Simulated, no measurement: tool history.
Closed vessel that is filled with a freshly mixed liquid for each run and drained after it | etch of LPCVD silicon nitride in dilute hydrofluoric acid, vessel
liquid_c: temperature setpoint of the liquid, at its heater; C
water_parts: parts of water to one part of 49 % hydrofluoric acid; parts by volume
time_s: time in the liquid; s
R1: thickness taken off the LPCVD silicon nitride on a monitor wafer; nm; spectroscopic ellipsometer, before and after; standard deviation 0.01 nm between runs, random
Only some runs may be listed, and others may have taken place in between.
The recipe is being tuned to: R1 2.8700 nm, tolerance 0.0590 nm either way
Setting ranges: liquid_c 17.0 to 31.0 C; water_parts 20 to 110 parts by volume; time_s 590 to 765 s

{"run": 1, "hour": 0.0, "liquid_c": 23.0, "water_parts": 60, "time_s": 765, "R1": 5.6098}
{"run": 2, "hour": 8.5, "liquid_c": 20.0, "water_parts": 60, "time_s": 765, "R1": 4.5544}
{"run": 3, "hour": 12.3, "liquid_c": 19.5, "water_parts": 65, "time_s": 765, "R1": 4.0848}
{"run": 4, "hour": 17.0, "liquid_c": 19.0, "water_parts": 65, "time_s": 765, "R1": 3.9443}
{"run": 5, "hour": 23.5, "liquid_c": 18.5, "water_parts": 65, "time_s": 765, "R1": 3.8035}
{"run": 6, "hour": 26.0, "liquid_c": 18.0, "water_parts": 65, "time_s": 765, "R1": 3.6655}
{"run": 7, "hour": 32.1, "liquid_c": 17.5, "water_parts": 70, "time_s": 765, "R1": 3.3063}
{"run": 8, "hour": 33.3, "liquid_c": 17.0, "water_parts": 75, "time_s": 765, "R1": 2.9845}
{"run": 9, "hour": 38.9, "liquid_c": 17.0, "water_parts": 80, "time_s": 765, "R1": 2.7936}

Below are 4 possible settings for the next run. Only one of them brings all results inside the allowed miss of their targets. Which is it?
{"run": "A", "hour": 44.5, "liquid_c": 18.0, "water_parts": 80, "time_s": 705, "R1": "?"}
{"run": "B", "hour": 44.5, "liquid_c": 17.0, "water_parts": 80, "time_s": 730, "R1": "?"}
{"run": "C", "hour": 44.5, "liquid_c": 18.5, "water_parts": 75, "time_s": 640, "R1": "?"}
{"run": "D", "hour": 44.5, "liquid_c": 18.5, "water_parts": 80, "time_s": 705, "R1": "?"}

move=A R1=2.7687
move=B R1=2.6731
move=C R1=2.7710
move=D R1=2.8667
A: misses by more than the last run did
B: misses by more than the last run did
C: misses by more than the last run did
D: in spec on every target
Correct choice: D, which meets every target

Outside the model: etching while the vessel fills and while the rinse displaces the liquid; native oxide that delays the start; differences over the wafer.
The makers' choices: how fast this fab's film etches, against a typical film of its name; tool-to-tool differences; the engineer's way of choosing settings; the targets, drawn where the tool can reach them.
